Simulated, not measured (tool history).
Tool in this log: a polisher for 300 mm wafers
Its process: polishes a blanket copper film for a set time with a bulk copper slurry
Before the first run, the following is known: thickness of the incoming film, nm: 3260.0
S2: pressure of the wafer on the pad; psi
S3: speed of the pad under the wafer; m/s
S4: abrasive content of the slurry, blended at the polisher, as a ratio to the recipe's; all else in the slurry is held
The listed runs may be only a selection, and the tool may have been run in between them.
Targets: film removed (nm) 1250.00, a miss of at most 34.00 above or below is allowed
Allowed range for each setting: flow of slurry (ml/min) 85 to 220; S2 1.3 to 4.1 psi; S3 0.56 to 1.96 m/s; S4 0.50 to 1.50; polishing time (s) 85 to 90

{"run": 1, "hour": 0.0, "flow of slurry (ml/min)": 140, "S2": 2.7, "S3": 1.26, "S4": 1.0, "polishing time (s)": 85, "film removed (nm)": 837.1}
{"run": 2, "hour": 8.8, "flow of slurry (ml/min)": 140, "S2": 2.4, "S3": 1.26, "S4": 1.0, "polishing time (s)": 85, "film removed (nm)": 753.51}
{"run": 3, "hour": 16.6, "flow of slurry (ml/min)": 145, "S2": 2.6, "S3": 1.26, "S4": 1.0, "polishing time (s)": 85, "film removed (nm)": 812.7}
{"run": 4, "hour": 20.0, "flow of slurry (ml/min)": 145, "S2": 2.6, "S3": 1.26, "S4": 1.0, "polishing time (s)": 90, "film removed (nm)": 854.04}
{"run": 5, "hour": 22.0, "flow of slurry (ml/min)": 145, "S2": 2.1, "S3": 1.26, "S4": 1.0, "polishing time (s)": 90, "film removed (nm)": 694.05}
{"run": 6, "hour": 27.3, "flow of slurry (ml/min)": 145, "S2": 2.3, "S3": 1.26, "S4": 1.0, "polishing time (s)": 90, "film removed (nm)": 765.67}
{"run": 7, "hour": 34.1, "flow of slurry (ml/min)": 150, "S2": 2.5, "S3": 1.26, "S4": 1.0, "polishing time (s)": 90, "film removed (nm)": 833.88}
{"run": 8, "hour": 42.8, "flow of slurry (ml/min)": 155, "S2": 2.7, "S3": 1.26, "S4": 1.0, "polishing time (s)": 90, "film removed (nm)": 907.59}
{"run": 9, "hour": 43.9, "flow of slurry (ml/min)": 160, "S2": 2.8, "S3": 1.26, "S4": 1.0, "polishing time (s)": 90, "film removed (nm)": 944.04}
{"run": 10, "hour": 49.2, "flow of slurry (ml/min)": 160, "S2": 2.9, "S3": 1.26, "S4": 1.0, "polishing time (s)": 90, "film removed (nm)": 975.53}
{"run": 11, "hour": 49.7, "flow of slurry (ml/min)": 160, "S2": 3.0, "S3": 1.26, "S4": 1.0, "polishing time (s)": 90, "film removed (nm)": 1008.9}
{"run": 12, "hour": 55.1, "flow of slurry (ml/min)": 160, "S2": 3.0, "S3": 1.26, "S4": 1.0, "polishing time (s)": 90, "film removed (nm)": 998.47}
{"run": 13, "hour": 59.9, "flow of slurry (ml/min)": 160, "S2": 3.1, "S3": 1.26, "S4": 1.0, "polishing time (s)": 90, "film removed (nm)": 1034.1}

Next run, 5 choices. One meets every target within its allowed miss, the rest don't. Which?
{"run": "A", "hour": 64.7, "flow of slurry (ml/min)": 145, "S2": 3.5, "S3": 1.52, "S4": 1.0, "polishing time (s)": 90, "film removed (nm)": "?"}
{"run": "B", "hour": 64.7, "flow of slurry (ml/min)": 155, "S2": 3.0, "S3": 0.96, "S4": 1.0, "polishing time (s)": 85, "film removed (nm)": "?"}
{"run": "C", "hour": 64.7, "flow of slurry (ml/min)": 155, "S2": 3.2, "S3": 1.46, "S4": 1.15, "polishing time (s)": 90, "film removed (nm)": "?"}
{"run": "D", "hour": 64.7, "flow of slurry (ml/min)": 205, "S2": 4.0, "S3": 1.26, "S4": 0.95, "polishing time (s)": 90, "film removed (nm)": "?"}
{"run": "E", "hour": 64.7, "flow of slurry (ml/min)": 165, "S2": 3.0, "S3": 1.22, "S4": 0.95, "polishing time (s)": 85, "film removed (nm)": "?"}

move=A film_removed_(nm)=1338.00
move=B film_removed_(nm)=767.19
move=C film_removed_(nm)=1240.60
move=D film_removed_(nm)=1356.30
move=E film_removed_(nm)=917.06
A: moves the result that the last run missed by most past its target, out the other side
B: further off than the last run
C: all results land within tolerance of their targets
D: moves the result that the last run missed by most past its target, out the other side
E: further off than the last run
The move that meets every target is C.
